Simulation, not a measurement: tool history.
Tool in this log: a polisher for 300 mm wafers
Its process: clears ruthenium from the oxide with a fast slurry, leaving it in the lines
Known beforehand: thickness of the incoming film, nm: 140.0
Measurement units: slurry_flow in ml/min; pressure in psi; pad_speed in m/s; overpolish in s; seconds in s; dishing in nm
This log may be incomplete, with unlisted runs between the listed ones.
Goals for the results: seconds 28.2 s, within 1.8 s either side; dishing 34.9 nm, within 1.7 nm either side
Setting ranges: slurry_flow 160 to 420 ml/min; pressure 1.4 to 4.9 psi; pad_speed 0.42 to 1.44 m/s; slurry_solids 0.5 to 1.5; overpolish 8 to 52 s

run  hour  slurry_flow  pressure  pad_speed  slurry_solids  overpolish  seconds  dishing
  1     0          270       3.1       0.92              1          26   40.823   58.954
  2     2          270       3.8       0.92              1          26     34.8   63.645
  3   4.2          270         4       0.88              1          23   34.069   58.554
  4   5.8          270         4       0.68              1          23    44.53   48.662
  5  12.1          270         4       0.68           1.15          23   42.802   52.051
  6  12.9          270         4       0.46           1.15          23   62.249   39.464
  7  20.4          295       4.2       0.52           1.05          20   52.708   39.824
  8  26.5          315       4.3       0.56           0.95          18   51.292   37.963
  9  30.2          335       4.4       0.62           0.85          16   47.506   36.885
 10  31.5          350       4.5       0.68            0.8          15     43.8   37.289
 11  36.2          350       4.5       0.68            0.8          15   44.093   35.983
 12  37.4          360       4.6       0.74           0.75          14   41.665   37.553
 13  41.6          285       4.4        0.8              1           8   35.585   26.446
 14  49.7          295       4.5       0.82              1           8   34.044   28.342
     53.4  -- head pressure recalibrated
 15  53.4          300       4.5       0.84              1           8   31.198   29.236
 16  55.2          305       4.8       0.84              1          14   29.658   45.669
 17  56.2          295       4.4       0.96              1           8   28.389   30.895
 18  63.1          300       4.4       0.96              1           8     27.7   31.941
 19  71.4          305       4.4       0.96              1           8   27.571   31.994
 20  78.3          310       4.4       0.96              1           8   27.599   31.913
 21  80.8          315       4.4       0.96              1           8   28.145    32.25
 22  85.9          320       4.4       0.96              1           8   27.698   32.072
 23  91.7          320       4.3       0.96              1          13    28.74   45.973
 24  96.1          310       4.3       0.96              1          13   28.919   45.471

Exercise: of the 5 proposed moves below, exactly one satisfies all targets within the stated allowed misses. Which move is it?
  A  100.5          280       4.3       1.06           0.85          20        ?        ?
  B  100.5          295       3.6          1            0.9          10        ?        ?
  C  100.5          375         4       0.96            1.1          27        ?        ?
  D  100.5          235       4.6       0.88           1.15          13        ?        ?
  E  100.5          345       4.4       0.84           1.25           9        ?        ?

move  seconds  dishing
   A   27.778   59.783
   B   32.578    33.19
   C   28.422   68.951
   D   28.217   44.997
   E   28.805   33.659
A: the biggest miss grows against the last run
B: takes the result that was furthest off past its target
C: the biggest miss grows against the last run
D: just as far off the targets as the last run
E: all results land within tolerance of their targets
Answer: E

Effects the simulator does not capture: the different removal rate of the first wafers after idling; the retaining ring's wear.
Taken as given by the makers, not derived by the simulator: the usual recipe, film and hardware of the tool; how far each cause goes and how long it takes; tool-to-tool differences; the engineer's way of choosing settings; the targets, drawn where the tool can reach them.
